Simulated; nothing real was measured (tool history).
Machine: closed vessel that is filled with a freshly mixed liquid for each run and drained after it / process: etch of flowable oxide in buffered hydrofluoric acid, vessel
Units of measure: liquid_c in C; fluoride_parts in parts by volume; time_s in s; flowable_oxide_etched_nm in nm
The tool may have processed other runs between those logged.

run 1 hour=0 | liquid_c=20 fluoride_parts=14.5 time_s=90 | flowable_oxide_etched_nm=317.77
run 2 hour=8.5 | liquid_c=20 fluoride_parts=14.5 time_s=90 | flowable_oxide_etched_nm=318.74
run 3 hour=12.6 | liquid_c=20 fluoride_parts=14.5 time_s=95 | flowable_oxide_etched_nm=335.79
run 4 hour=20.9 | liquid_c=20 fluoride_parts=11.5 time_s=95 | flowable_oxide_etched_nm=419.01
run 5 hour=22 | liquid_c=20 fluoride_parts=13 time_s=95 | flowable_oxide_etched_nm=373.33
run 6 hour=30.2 | liquid_c=20 fluoride_parts=15.5 time_s=95 | flowable_oxide_etched_nm=319.98
run 7 hour=36.4 | liquid_c=21 fluoride_parts=15.5 time_s=95 | flowable_oxide_etched_nm=332.95
run 8 hour=42.4 | liquid_c=21.5 fluoride_parts=15.5 time_s=95 | flowable_oxide_etched_nm=339.7

What will run 9 give?
run 9 hour=47.1 | liquid_c=22 fluoride_parts=15.5 time_s=95 | flowable_oxide_etched_nm=?

flowable_oxide_etched_nm: 350.67 nm
